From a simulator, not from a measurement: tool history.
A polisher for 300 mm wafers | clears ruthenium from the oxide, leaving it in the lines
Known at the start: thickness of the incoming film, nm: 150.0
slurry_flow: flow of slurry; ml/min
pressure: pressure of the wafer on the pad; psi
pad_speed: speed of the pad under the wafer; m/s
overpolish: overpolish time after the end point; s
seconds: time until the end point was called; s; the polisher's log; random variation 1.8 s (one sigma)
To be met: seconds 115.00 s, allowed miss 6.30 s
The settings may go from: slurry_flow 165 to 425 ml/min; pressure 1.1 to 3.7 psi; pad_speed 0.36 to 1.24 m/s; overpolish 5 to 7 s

run	hour	slurry_flow	pressure	pad_speed	overpolish	seconds
1	0.0	275	2.4	0.80	7	159.67
2	7.9	275	2.4	0.94	7	142.80
3	15.2	275	2.1	0.94	7	159.11
4	21.1	275	2.2	0.94	7	154.46
5	23.7	275	2.2	0.78	7	174.97
6	30.5	215	2.2	0.78	7	175.67
7	39.0	215	2.4	0.80	7	161.73
8	41.0	215	2.6	0.80	7	153.29
9	42.6	215	2.7	0.82	7	144.45
10	44.5	215	2.8	0.82	7	142.14

Which of these 4 next moves meets every target?
A	46.4	225	3.1	0.92	6	?
B	46.4	245	2.5	0.82	7	?
C	46.4	285	2.3	0.74	5	?
D	46.4	165	2.7	0.70	5	?

move	seconds
A	117.66
B	156.69
C	180.34
D	171.85
A: meets every target
B: further off than the last run
C: further off than the last run
D: further off than the last run
Answer: A

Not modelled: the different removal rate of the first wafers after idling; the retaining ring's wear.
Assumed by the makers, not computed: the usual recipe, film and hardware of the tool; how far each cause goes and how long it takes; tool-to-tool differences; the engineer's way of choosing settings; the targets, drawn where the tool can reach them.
